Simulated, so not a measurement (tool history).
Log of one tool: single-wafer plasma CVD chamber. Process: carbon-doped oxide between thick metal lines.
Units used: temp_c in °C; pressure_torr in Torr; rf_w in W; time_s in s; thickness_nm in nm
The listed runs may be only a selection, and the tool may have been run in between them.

run	hour	temp_c	pressure_torr	rf_w	time_s	thickness_nm
1	0	360	5.91	615	83	473.94
2	4.4	360	5.91	615	83	476.15
3	6.7	359	6.04	640	83	489
4	8.2	353	6.04	640	83	497.76
5	10	353	6.46	640	83	498.54
6	15.8	357	6.46	640	83	492.98
7	19.5	356	6.5	660	83	505.01
8	27.7	355	6.54	675	83	514.4
9	35	354	6.58	685	83	519.33
10	36.6	353	6.62	695	83	522.71
11	45.4	353	6.62	695	83	524.49
12	46.7	352	6.66	705	83	531.67
13	55.3	351	6.69	710	83	533.91

Run 14 comes next. What will it give?
14	58.6	351	6.72	715	83	?

{"run 14": {"thickness_nm": 536.97}}

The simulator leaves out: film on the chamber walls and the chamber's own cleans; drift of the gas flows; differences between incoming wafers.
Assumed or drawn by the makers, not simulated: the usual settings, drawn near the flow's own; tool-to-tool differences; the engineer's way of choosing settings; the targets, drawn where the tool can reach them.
